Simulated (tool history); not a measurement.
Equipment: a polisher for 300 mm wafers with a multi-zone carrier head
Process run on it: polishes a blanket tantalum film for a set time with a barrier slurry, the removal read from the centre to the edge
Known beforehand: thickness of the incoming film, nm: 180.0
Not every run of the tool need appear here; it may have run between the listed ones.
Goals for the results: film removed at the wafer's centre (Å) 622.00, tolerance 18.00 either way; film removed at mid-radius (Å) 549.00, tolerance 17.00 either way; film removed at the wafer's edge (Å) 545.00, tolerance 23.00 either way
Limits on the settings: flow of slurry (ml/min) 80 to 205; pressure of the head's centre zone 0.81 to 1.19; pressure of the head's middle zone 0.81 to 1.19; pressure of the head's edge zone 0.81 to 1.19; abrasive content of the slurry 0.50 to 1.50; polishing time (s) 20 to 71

run  hour  flow of slurry (ml/min)  pressure of the head's centre zone  pressure of the head's middle zone  pressure of the head's edge zone  abrasive content of the slurry  polishing time (s)  film removed at the wafer's centre (Å)  film removed at mid-radius (Å)  film removed at the wafer's edge (Å)
  1   0.0                      135                                1.00                                1.00                              1.00                            1.00                  45                                  637.75                          603.04                                607.83
  2   8.4                      135                                1.00                                1.00                              1.00                            1.10                  45                                  644.19                          634.52                                627.17
  3  14.7                      135                                1.08                                1.00                              1.00                            1.10                  45                                  701.48                          611.15                                636.47
  4  19.2                      155                                1.08                                1.00                              1.00                            1.10                  45                                  717.75                          636.80                                645.00
  5  21.3                      155                                1.08                                0.95                              1.00                            1.10                  45                                  702.61                          612.64                                637.04
  6  28.9                      145                                1.07                                0.94                              0.95                            1.10                  45                                  693.38                          600.63                                613.44
  7  34.3                      135                                1.05                                0.93                              0.92                            1.10                  45                                  679.28                          580.17                                609.32
  8  42.3                      135                                1.03                                0.94                              0.89                            1.05                  45                                  658.01                          581.91                                592.22
  9  45.3                      130                                1.03                                0.94                              0.87                            1.00                  45                                  643.40                          569.99                                578.98

Exercise: of the 4 proposed moves below, exactly one satisfies all targets within the stated allowed misses. Which move is it?
  A  48.3                      110                                0.93                                0.93                              0.94                            0.90                  50                                       ?                               ?                                     ?
  B  48.3                      135                                1.12                                1.06                              0.84                            1.05                  41                                       ?                               ?                                     ?
  C  48.3                      160                                1.04                                0.95                              0.85                            0.90                  43                                       ?                               ?                                     ?
  D  48.3                      140                                1.05                                1.00                              0.83                            1.00                  44                                       ?                               ?                                     ?

move  film removed at the wafer's centre (Å)  film removed at mid-radius (Å)  film removed at the wafer's edge (Å)
   A                                  595.18                          587.08                                618.98
   B                                  641.31                          587.86                                524.76
   C                                  617.64                          552.13                                538.94
   D                                  642.62                          595.99                                555.66
A: further off than the last run
B: brings the last run's worst result on target, with another outside its allowed miss
C: every result within its allowed miss
D: brings the last run's worst result on target, with another outside its allowed miss
So the answer is move C, the one that meets all the targets.
